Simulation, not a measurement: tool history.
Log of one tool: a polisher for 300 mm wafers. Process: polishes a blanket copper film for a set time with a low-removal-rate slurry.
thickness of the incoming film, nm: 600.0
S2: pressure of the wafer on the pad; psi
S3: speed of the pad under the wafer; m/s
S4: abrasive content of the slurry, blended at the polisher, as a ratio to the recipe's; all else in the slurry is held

Run 1, hour 0: flow of slurry (ml/min) 305, S2 3 psi, S3 1.32 m/s, S4 1, polishing time (s) 25. Result: film removed (nm) 95.455.
Run 2, hour 7.9: flow of slurry (ml/min) 305, S2 3 psi, S3 1.54 m/s, S4 1, polishing time (s) 25. Result: film removed (nm) 108.87.
Run 3, hour 10.5: flow of slurry (ml/min) 305, S2 3.2 psi, S3 1.54 m/s, S4 1, polishing time (s) 25. Result: film removed (nm) 114.73.
Run 4, hour 12.2: flow of slurry (ml/min) 305, S2 3.2 psi, S3 1.54 m/s, S4 1, polishing time (s) 22. Result: film removed (nm) 102.22.
Run 5, hour 19.3: flow of slurry (ml/min) 305, S2 3.5 psi, S3 1.54 m/s, S4 1, polishing time (s) 22. Result: film removed (nm) 108.72.
Run 6, hour 21.7: flow of slurry (ml/min) 305, S2 3.8 psi, S3 1.54 m/s, S4 1, polishing time (s) 22. Result: film removed (nm) 114.86.
Run 7, hour 26.5: flow of slurry (ml/min) 305, S2 4 psi, S3 1.54 m/s, S4 1, polishing time (s) 22. Result: film removed (nm) 121.3.

Run 8 comes next. What will it give?
Run 8, hour 30.4: flow of slurry (ml/min) 305, S2 4.1 psi, S3 1.54 m/s, S4 1, polishing time (s) 22. Result: film removed (nm) ?.

{"run 8": {"film removed (nm)": 122.49}}
